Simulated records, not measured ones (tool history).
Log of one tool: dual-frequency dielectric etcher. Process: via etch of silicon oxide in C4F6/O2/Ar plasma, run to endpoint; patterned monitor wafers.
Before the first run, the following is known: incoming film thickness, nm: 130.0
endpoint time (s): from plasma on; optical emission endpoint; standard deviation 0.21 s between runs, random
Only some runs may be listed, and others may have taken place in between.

run	hour	bias power (kW)	source power (kW)	Ar flow (sccm)	endpoint time (s)
1	0.0	0.511	0.270	401	31.715
2	0.9	0.474	0.270	402	32.340
3	9.2	0.441	0.260	404	33.820
4	11.4	0.441	0.300	404	31.246
5	12.7	0.413	0.290	407	32.317
6	15.6	0.413	0.260	407	33.886
7	18.9	0.395	0.260	408	34.343
8	23.3	0.379	0.260	409	34.385
9	31.4	0.367	0.260	410	34.829
10	32.4	0.356	0.260	411	34.950
11	39.4	0.347	0.260	412	34.701
12	40.4	0.341	0.260	413	35.162

The next listed run, before its measurement:
13	47.9	0.335	0.260	414	?

For run 13 the tool returned endpoint time (s) 35.230.

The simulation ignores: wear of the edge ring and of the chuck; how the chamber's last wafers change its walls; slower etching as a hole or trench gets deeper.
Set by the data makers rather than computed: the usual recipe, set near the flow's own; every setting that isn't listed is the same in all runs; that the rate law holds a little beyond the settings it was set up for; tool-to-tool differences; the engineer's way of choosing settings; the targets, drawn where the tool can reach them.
